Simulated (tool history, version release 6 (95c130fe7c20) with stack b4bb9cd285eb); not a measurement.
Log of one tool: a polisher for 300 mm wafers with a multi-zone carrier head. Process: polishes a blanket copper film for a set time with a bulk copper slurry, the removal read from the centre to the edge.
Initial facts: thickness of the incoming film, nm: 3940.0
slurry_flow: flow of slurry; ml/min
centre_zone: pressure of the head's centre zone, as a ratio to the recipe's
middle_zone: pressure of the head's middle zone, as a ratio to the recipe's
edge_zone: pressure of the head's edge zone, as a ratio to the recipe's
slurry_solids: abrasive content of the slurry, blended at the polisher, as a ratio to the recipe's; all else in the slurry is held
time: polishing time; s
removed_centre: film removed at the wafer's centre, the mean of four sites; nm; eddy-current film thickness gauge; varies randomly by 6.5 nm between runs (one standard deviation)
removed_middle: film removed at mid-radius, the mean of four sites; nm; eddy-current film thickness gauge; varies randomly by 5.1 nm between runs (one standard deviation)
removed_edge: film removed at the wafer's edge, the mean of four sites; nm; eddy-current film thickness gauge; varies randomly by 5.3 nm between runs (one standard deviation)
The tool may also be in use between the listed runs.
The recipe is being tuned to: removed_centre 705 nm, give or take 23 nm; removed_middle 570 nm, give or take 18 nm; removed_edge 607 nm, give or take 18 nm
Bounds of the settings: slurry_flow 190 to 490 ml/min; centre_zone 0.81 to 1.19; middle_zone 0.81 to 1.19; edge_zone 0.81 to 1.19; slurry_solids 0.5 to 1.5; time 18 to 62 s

run	hour	slurry_flow	centre_zone	middle_zone	edge_zone	slurry_solids	time	removed_centre	removed_middle	removed_edge
1	0	315	1	1	1	1	40	455.79	449.42	454.24
2	8.3	315	1	0.96	1	1	40	460.66	436.77	456.43
3	10.5	320	1.03	0.97	1.02	1.1	41	497.63	456.7	480.06
4	11.7	320	1.03	0.97	1.02	1.1	37	456.09	415.93	432.4
5	16.5	320	1.03	0.97	1.02	1.3	37	473.6	436.5	458.4
6	20.1	320	1.03	1.04	1.02	1.3	37	471.88	451.87	461.62
7	28.1	325	1.06	1.05	1.04	1.35	38	506.3	476.18	474.82
8	33.2	325	1.07	1.04	1.05	1.35	39	518.25	488.88	492.54
9	41.6	330	1.09	1.02	1.06	1.35	40	550.33	490.58	510.9
10	47.7	340	1.11	1.02	1.07	1.35	41	584.36	511.18	520.65
11	52.6	325	1.16	0.97	1.16	1.5	46	687.26	560.42	630.2

Exercise: of the 4 proposed moves below, exactly one satisfies all targets within the stated allowed misses. Which move is it?
A	57.5	365	1.17	0.97	1.08	1.35	47	?	?	?
B	57.5	300	1.18	0.89	1.09	1.4	47	?	?	?
C	57.5	315	1.19	1.02	1.15	1.4	43	?	?	?
D	57.5	430	1.11	0.84	1.18	1.3	48	?	?	?

move	removed_centre	removed_middle	removed_edge
A	706.23	569.92	597.2
B	703.75	534.92	597.23
C	653.48	535.81	563.03
D	686.72	534.59	639.3
A: hits every target within its allowed miss
B: meets the target for the result that was furthest off, but another lies outside its allowed miss
C: moves the result that the last run missed by most past its target, out the other side
D: misses by more than the last run did
Move A is the one to make.
